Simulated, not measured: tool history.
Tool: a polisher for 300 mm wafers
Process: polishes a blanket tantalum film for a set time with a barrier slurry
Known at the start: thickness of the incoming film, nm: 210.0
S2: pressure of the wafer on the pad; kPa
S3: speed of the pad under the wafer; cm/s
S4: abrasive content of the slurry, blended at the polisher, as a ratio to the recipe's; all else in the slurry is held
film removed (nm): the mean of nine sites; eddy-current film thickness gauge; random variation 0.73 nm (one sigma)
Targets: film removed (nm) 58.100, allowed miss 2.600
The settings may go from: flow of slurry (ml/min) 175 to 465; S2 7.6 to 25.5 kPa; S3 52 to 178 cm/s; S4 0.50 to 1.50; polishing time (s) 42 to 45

Run 1, hour 0.0: flow of slurry (ml/min) 295, S2 16.5 kPa, S3 114 cm/s, S4 1.00, polishing time (s) 42. Result: film removed (nm) 102.000.
Run 2, hour 3.3: flow of slurry (ml/min) 295, S2 15.2 kPa, S3 114 cm/s, S4 1.00, polishing time (s) 42. Result: film removed (nm) 91.138.
Run 3, hour 8.1: flow of slurry (ml/min) 295, S2 14.5 kPa, S3 114 cm/s, S4 1.00, polishing time (s) 42. Result: film removed (nm) 88.472.
Run 4, hour 13.5: flow of slurry (ml/min) 295, S2 13.8 kPa, S3 114 cm/s, S4 1.00, polishing time (s) 42. Result: film removed (nm) 83.344.
Run 5, hour 18.0: flow of slurry (ml/min) 295, S2 13.8 kPa, S3 102 cm/s, S4 1.00, polishing time (s) 42. Result: film removed (nm) 73.714.
Run 6, hour 19.5: flow of slurry (ml/min) 295, S2 13.1 kPa, S3 102 cm/s, S4 1.00, polishing time (s) 42. Result: film removed (nm) 71.349.
Run 7, hour 20.7: flow of slurry (ml/min) 295, S2 12.4 kPa, S3 102 cm/s, S4 1.00, polishing time (s) 42. Result: film removed (nm) 69.428.
Run 8, hour 26.2: flow of slurry (ml/min) 295, S2 11.7 kPa, S3 102 cm/s, S4 1.00, polishing time (s) 42. Result: film removed (nm) 64.622.

Which of these 4 next moves meets every target?
Run A, hour 31.7: flow of slurry (ml/min) 280, S2 12.4 kPa, S3 104 cm/s, S4 0.85, polishing time (s) 43. Result: film removed (nm) ?.
Run B, hour 31.7: flow of slurry (ml/min) 205, S2 11.0 kPa, S3 104 cm/s, S4 1.15, polishing time (s) 43. Result: film removed (nm) ?.
Run C, hour 31.7: flow of slurry (ml/min) 285, S2 11.7 kPa, S3 98 cm/s, S4 1.00, polishing time (s) 44. Result: film removed (nm) ?.
Run D, hour 31.7: flow of slurry (ml/min) 425, S2 13.8 kPa, S3 76 cm/s, S4 1.00, polishing time (s) 42. Result: film removed (nm) ?.

move  film removed (nm)
   A             67.376
   B             62.975
   C             64.421
   D             58.018
A: further off than the last run
B: nearer than the last run, and not there yet
C: as far off as the last run
D: meets every target
The right move is D.
